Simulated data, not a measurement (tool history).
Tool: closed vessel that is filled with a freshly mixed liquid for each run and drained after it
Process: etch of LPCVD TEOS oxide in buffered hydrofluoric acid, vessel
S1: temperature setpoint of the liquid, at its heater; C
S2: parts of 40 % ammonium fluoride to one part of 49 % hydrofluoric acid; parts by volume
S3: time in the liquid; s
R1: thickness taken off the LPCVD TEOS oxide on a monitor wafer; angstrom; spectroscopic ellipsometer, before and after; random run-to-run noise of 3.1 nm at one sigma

run,hour,S1,S2,S3,R1
1,0.0,22.0,14.5,95,2291.7
2,4.9,24.0,12.5,95,2942.9
3,8.0,24.0,15.5,95,2418.3
4,13.7,25.5,13.0,95,3084.4
5,20.9,25.5,15.0,95,2671.0
6,26.7,27.5,15.0,95,2983.6
7,32.5,28.0,12.5,95,3664.1

Forecast run 8:
8,39.2,28.5,11.0,95,?

R1: 4312.8 angstrom
